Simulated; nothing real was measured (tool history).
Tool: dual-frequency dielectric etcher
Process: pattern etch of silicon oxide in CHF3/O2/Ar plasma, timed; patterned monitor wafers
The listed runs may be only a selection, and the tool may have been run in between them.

run    day  source power (W)  bias power (W)  etch time (s)  mean etch depth across the wafer (angstrom)
  1      0               510             187          692.5                                        14665
  2  0.117               510             163          692.5                                        14045
  3  0.454               560             169          693.5                                        14719
  4  0.733               560             169          692.5                                        14707
  5  0.879               630             169          692.5                                        15245
  6  0.988               650             176          694.5                                        15691

What will run 7 give?
  7  1.279               670             180          695.5                                            ?

Run 7 gave mean etch depth across the wafer (angstrom) 15771.
